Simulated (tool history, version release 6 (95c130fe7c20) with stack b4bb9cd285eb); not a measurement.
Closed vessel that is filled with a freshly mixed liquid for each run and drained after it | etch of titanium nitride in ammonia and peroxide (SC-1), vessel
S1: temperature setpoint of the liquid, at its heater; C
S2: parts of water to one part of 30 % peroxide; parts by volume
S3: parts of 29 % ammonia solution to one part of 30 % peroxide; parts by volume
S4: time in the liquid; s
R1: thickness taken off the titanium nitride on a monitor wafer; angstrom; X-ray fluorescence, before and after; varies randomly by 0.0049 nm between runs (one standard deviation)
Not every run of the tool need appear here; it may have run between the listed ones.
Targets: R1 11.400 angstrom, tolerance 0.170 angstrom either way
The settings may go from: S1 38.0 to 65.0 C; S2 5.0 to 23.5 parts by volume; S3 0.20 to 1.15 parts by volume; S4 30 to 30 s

run,hour,S1,S2,S3,S4,R1
1,0.0,49.0,13.0,0.65,30,20.779
2,6.4,47.5,13.0,0.65,30,18.619
3,11.1,46.5,13.0,0.65,30,17.434
4,19.5,46.5,15.5,0.65,30,15.832
5,24.3,45.5,15.5,0.65,30,14.726
6,32.4,45.0,15.5,0.65,30,14.239
7,37.7,45.0,15.5,0.65,30,14.197
8,46.8,44.5,15.5,0.65,30,13.725
9,55.7,44.0,15.5,0.65,30,13.147
10,64.0,43.5,15.5,0.65,30,12.797
11,68.2,43.0,15.5,0.65,30,12.287
12,69.9,42.5,15.5,0.65,30,11.946

5 next moves are on the table. One of them brings every result within its allowed miss. Which?
A,71.6,41.5,14.0,0.70,30,?
B,71.6,40.0,12.0,0.70,30,?
C,71.6,44.0,16.5,0.60,30,?
D,71.6,42.5,14.0,0.70,30,?
E,71.6,43.5,13.0,0.25,30,?

move,R1
A,11.782
B,11.445
C,12.587
D,12.678
E,11.762
A: better than the last run, though not everything is in spec
B: in spec on every target
C: lands further from the targets than the last run did
D: lands further from the targets than the last run did
E: better than the last run, though not everything is in spec
Correct choice: B, which meets every target

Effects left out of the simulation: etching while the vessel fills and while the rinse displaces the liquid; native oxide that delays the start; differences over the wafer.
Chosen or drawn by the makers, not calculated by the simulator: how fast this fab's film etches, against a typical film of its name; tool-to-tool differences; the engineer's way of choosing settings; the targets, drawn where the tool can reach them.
